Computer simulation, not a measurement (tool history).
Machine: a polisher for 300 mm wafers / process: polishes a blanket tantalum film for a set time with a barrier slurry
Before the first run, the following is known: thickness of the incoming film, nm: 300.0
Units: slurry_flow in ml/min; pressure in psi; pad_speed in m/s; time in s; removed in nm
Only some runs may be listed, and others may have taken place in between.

{"run": 1, "day": 0.0, "slurry_flow": 225, "pressure": 2, "pad_speed": 1.06, "slurry_solids": 1, "time": 61, "removed": 111.52}
{"run": 2, "day": 0.092, "slurry_flow": 225, "pressure": 2, "pad_speed": 1.26, "slurry_solids": 1, "time": 61, "removed": 124.06}
{"run": 3, "day": 0.329, "slurry_flow": 225, "pressure": 1.7, "pad_speed": 1.24, "slurry_solids": 1, "time": 61, "removed": 107.28}
{"run": 4, "day": 0.692, "slurry_flow": 225, "pressure": 2.2, "pad_speed": 1.24, "slurry_solids": 1, "time": 61, "removed": 134.84}
{"run": 5, "day": 0.879, "slurry_flow": 225, "pressure": 1.9, "pad_speed": 1.2, "slurry_solids": 1, "time": 61, "removed": 115.11}
{"run": 6, "day": 1.129, "slurry_flow": 225, "pressure": 1.9, "pad_speed": 1.2, "slurry_solids": 1, "time": 64, "removed": 121.2}
{"day": 1.279, "done": "head pressure recalibrated"}
{"run": 7, "day": 1.279, "slurry_flow": 225, "pressure": 1.6, "pad_speed": 1.16, "slurry_solids": 1, "time": 64, "removed": 91.027}

For run 8, what comes out?
{"run": 8, "day": 1.629, "slurry_flow": 225, "pressure": 1.5, "pad_speed": 1.16, "slurry_solids": 1, "time": 64, "removed": "?"}

Run 8 measured removed 85.614 nm.

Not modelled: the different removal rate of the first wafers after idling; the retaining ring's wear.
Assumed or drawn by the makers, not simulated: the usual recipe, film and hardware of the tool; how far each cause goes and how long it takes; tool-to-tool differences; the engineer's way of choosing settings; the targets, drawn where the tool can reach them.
